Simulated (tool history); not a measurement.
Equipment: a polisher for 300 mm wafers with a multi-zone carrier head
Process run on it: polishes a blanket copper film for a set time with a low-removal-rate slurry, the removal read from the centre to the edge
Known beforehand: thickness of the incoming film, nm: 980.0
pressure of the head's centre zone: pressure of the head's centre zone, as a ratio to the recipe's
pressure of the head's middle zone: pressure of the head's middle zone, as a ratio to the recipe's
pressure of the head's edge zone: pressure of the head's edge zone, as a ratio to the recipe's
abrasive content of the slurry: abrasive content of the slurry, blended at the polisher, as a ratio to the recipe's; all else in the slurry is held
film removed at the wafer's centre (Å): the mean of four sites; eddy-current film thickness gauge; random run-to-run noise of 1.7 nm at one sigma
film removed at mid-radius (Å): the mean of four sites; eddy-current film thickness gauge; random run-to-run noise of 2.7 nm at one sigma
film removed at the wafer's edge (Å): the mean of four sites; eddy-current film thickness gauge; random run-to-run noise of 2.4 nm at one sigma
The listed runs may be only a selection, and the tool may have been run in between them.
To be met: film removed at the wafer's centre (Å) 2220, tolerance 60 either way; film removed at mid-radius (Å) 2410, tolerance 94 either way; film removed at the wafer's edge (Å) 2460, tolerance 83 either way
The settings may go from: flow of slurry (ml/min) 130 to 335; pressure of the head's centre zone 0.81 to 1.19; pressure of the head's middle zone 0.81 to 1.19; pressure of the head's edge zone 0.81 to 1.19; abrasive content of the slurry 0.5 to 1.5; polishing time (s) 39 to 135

run,day,flow of slurry (ml/min),pressure of the head's centre zone,pressure of the head's middle zone,pressure of the head's edge zone,abrasive content of the slurry,polishing time (s),film removed at the wafer's centre (Å),film removed at mid-radius (Å),film removed at the wafer's edge (Å)
1,0,215,1,1,1,1,87,1951.4,1903.4,1942
2,0.258,215,1,1,0.97,1,87,1967.7,1913.4,1930.4
3,0.592,220,0.99,1.01,1.01,1.1,88,1985.5,1977.3,1984.7
4,0.95,220,0.98,1.01,1.04,1.15,91,2070.7,2025,2115.5
5,1.15,165,0.98,1.01,1.04,1.15,91,1986.3,2002.8,2074.5
6,1.438,185,0.98,1.01,1.04,1.15,91,1992.4,2052.4,2095.5
7,1.525,190,0.98,1.02,1.07,1.25,92,2090.3,2136.6,2156.4
8,1.629,190,0.97,1.02,1.09,1.3,93,2099,2167.7,2236.5
9,1.758,195,0.97,1.03,1.11,1.35,93,2110.2,2190,2280
10,1.858,200,0.97,1.04,1.13,1.4,93,2142.7,2219.7,2353.8
11,1.971,240,0.97,1.12,1.15,1.45,93,2191.5,2414.1,2359.6
12,2.129,240,0.97,1.12,1.16,1.45,93,2205,2386.7,2426.1

Consider the 4 candidate settings below. Which is the only one whose results all fall within their allowed miss of target?
A,2.288,215,1,1.17,1.16,1.5,91,?,?,?
B,2.288,235,1.02,1.14,1.1,1.5,92,?,?,?
C,2.288,260,0.96,1.1,1.19,1.45,94,?,?,?
D,2.288,215,0.96,1.12,1.19,1.5,91,?,?,?

move,film removed at the wafer's centre (Å),film removed at mid-radius (Å),film removed at the wafer's edge (Å)
A,2214.9,2488.2,2344.5
B,2304.1,2480.1,2326
C,2224.4,2464.4,2470.8
D,2126.4,2396.7,2375.6
A: further off than the last run
B: further off than the last run
C: hits every target within its allowed miss
D: further off than the last run
So the answer is move C, the one that meets all the targets.
